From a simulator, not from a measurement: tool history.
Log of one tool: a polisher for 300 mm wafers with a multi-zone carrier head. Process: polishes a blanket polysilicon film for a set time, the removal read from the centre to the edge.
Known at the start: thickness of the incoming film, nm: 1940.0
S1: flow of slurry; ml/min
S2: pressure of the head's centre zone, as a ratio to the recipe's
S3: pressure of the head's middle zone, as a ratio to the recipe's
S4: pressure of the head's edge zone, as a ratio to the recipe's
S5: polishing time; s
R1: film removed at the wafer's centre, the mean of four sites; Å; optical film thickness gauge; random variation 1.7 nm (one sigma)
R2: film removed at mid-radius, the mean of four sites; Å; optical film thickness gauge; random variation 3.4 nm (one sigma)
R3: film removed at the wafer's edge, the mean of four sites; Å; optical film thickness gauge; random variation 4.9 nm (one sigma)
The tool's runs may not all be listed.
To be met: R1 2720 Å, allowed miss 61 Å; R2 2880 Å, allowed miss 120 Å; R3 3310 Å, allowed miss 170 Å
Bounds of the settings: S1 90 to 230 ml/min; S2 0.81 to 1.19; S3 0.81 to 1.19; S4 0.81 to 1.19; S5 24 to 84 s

run	hour	S1	S2	S3	S4	S5	R1	R2	R3
1	0	150	1	1	1	54	3243.1	3290.7	3178.2
2	5.8	150	1	0.94	1	54	3241	3130.1	3274.9
3	7.5	175	1	0.94	1	54	3366.9	3210.2	3284.1
4	11.4	175	0.96	0.94	1	54	3225.3	3207.2	3356.6
5	18.1	175	0.96	0.94	1	60	3572.5	3503.6	3634.1
6	22.3	165	0.93	0.92	0.98	59	3351.9	3383.8	3661.9
7	31	165	0.93	0.92	0.98	59	3388.8	3367.3	3481.9
8	35.8	155	0.9	0.9	0.99	59	3183.5	3275.3	3543.5
9	43.3	145	0.89	0.88	0.98	59	3106	3233.9	3481.9
10	44.8	140	0.88	0.86	0.99	58	3013.9	3058.9	3353.4
11	51.1	100	0.81	0.86	1.08	59	2560.4	2871.7	3399.3
12	51.8	105	0.82	0.86	1.07	59	2635.6	2913.8	3393.6

Which of these 5 next moves meets every target?
A	52.5	90	0.86	0.94	1.02	58	?	?	?
B	52.5	95	0.83	0.83	1.19	62	?	?	?
C	52.5	115	0.82	0.86	1.01	57	?	?	?
D	52.5	95	0.81	0.81	1.08	66	?	?	?
E	52.5	90	0.89	0.9	1.02	60	?	?	?

move	R1	R2	R3
A	2534.1	2895.6	3168.5
B	2672	2847.6	3715.1
C	2601.5	2863	3272.8
D	2774.8	2972.4	3763.7
E	2712.9	2888.4	3279.6
A: further off than the last run
B: brings the result that was furthest off to its target, and leaves another outside
C: further off than the last run
D: brings the result that was furthest off to its target, and leaves another outside
E: meets every target
Move E is the one to make.

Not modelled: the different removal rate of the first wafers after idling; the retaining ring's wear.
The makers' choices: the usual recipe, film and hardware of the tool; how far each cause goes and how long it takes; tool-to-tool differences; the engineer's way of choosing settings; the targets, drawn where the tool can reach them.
